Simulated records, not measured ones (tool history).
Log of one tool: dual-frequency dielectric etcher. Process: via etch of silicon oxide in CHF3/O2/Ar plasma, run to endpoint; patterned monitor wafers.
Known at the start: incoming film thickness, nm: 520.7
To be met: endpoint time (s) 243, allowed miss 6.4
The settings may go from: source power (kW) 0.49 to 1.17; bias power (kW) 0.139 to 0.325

run	day	source power (kW)	bias power (kW)	endpoint time (s)
1	0	0.83	0.232	207.94
2	0.375	0.83	0.267	196.46
3	0.683	0.71	0.267	208.62
4	0.8	0.68	0.262	211.68
5	0.967	0.68	0.298	203.71
6	1.192	0.68	0.32	197.65
7	1.333	0.65	0.306	203.89
8	1.546	0.63	0.294	206.5
9	1.867	0.61	0.28	212.42
10	2.062	0.59	0.269	220.21

4 next moves are on the table. One of them brings every result within its allowed miss. Which?
A	2.258	0.59	0.235	?
B	2.258	0.57	0.252	?
C	2.258	0.49	0.273	?
D	2.258	0.65	0.176	?

move	endpoint time (s)
A	225.36
B	222.63
C	226.67
D	239.06
A: nearer than the last run, and not there yet
B: nearer than the last run, and not there yet
C: nearer than the last run, and not there yet
D: meets every target
Answer: D
